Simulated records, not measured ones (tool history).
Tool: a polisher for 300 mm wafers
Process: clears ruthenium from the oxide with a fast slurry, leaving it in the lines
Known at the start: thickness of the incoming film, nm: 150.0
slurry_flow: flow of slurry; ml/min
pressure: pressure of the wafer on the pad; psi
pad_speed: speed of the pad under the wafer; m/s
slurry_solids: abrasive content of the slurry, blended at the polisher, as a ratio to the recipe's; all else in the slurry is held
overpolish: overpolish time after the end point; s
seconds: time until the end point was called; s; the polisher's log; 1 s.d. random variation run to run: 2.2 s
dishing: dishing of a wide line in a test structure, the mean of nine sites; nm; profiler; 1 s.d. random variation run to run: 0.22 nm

run,hour,slurry_flow,pressure,pad_speed,slurry_solids,overpolish,seconds,dishing
1,0,165,1.7,0.82,1,17,66.088,26.723
2,6.2,165,1.6,0.8,1,17,71.008,25.335
3,14.5,165,1.6,0.8,0.9,17,75.347,24.044
4,16.1,165,1.6,0.7,0.9,17,84.982,20.945
5,19.3,165,2,0.7,0.9,17,69.987,26.102
6,20.5,165,2,0.7,1.05,17,66.531,27.162
7,29.2,165,1.8,0.7,1.05,17,72.702,25.037
8,33.2,150,1.3,0.66,1.05,18,104.49,18.482

Run 9 has not been measured yet. What should we expect?
9,34.8,140,1,0.66,1.05,19,?,?

{"run 9": {"seconds": 135.68, "dishing": 15.641}}

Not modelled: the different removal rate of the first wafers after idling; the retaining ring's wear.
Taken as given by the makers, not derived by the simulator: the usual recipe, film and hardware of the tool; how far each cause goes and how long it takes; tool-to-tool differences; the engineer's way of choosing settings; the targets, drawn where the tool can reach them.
